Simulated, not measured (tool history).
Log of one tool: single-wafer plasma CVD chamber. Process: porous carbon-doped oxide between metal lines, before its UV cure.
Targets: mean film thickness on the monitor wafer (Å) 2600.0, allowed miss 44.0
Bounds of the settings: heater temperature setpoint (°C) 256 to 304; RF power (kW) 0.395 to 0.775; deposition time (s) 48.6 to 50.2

run,day,heater temperature setpoint (°C),RF power (kW),deposition time (s),mean film thickness on the monitor wafer (Å)
1,0.000,280,0.585,48.6,2955.7
2,0.079,285,0.580,48.6,2874.6
3,0.204,290,0.575,48.6,2738.9
4,0.346,290,0.575,50.2,2832.8
5,0.704,290,0.575,50.2,2843.9
6,0.954,290,0.575,48.6,2773.3
7,1.121,293,0.570,48.6,2700.3
8,1.238,293,0.570,48.6,2683.3

Which of these 4 next moves meets every target?
A,1.354,301,0.540,48.6,?
B,1.354,288,0.540,49.0,?
C,1.354,289,0.465,48.6,?
D,1.354,295,0.510,49.9,?

move,mean film thickness on the monitor wafer (Å)
A,2507.6
B,2739.7
C,2508.4
D,2593.8
A: takes the result that was furthest off past its target
B: further off than the last run
C: takes the result that was furthest off past its target
D: meets every target
The right move is D.

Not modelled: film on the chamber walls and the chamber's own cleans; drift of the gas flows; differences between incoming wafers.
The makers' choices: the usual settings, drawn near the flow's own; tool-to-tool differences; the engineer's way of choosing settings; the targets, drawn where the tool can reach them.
